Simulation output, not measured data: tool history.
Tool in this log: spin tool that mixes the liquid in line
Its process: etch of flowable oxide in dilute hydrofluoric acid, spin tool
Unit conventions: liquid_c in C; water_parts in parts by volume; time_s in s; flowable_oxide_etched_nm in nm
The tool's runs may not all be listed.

run 1 hour=0 | liquid_c=24 water_parts=115 time_s=45 | flowable_oxide_etched_nm=14.064
run 2 hour=1.7 | liquid_c=26 water_parts=115 time_s=45 | flowable_oxide_etched_nm=15.166
run 3 hour=10.7 | liquid_c=27.5 water_parts=110 time_s=45 | flowable_oxide_etched_nm=16.865
run 4 hour=13.3 | liquid_c=25.5 water_parts=110 time_s=45 | flowable_oxide_etched_nm=15.652
run 5 hour=20 | liquid_c=28.5 water_parts=110 time_s=45 | flowable_oxide_etched_nm=17.67
run 6 hour=24.3 | liquid_c=25 water_parts=110 time_s=45 | flowable_oxide_etched_nm=15.424
run 7 hour=28.9 | liquid_c=29 water_parts=105 time_s=45 | flowable_oxide_etched_nm=18.828
run 8 hour=32.3 | liquid_c=29.5 water_parts=105 time_s=45 | flowable_oxide_etched_nm=19.309

Run 9 is up next; what results do you expect?
run 9 hour=36.5 | liquid_c=30 water_parts=105 time_s=45 | flowable_oxide_etched_nm=?

Run 9 gave flowable_oxide_etched_nm 19.694 nm.

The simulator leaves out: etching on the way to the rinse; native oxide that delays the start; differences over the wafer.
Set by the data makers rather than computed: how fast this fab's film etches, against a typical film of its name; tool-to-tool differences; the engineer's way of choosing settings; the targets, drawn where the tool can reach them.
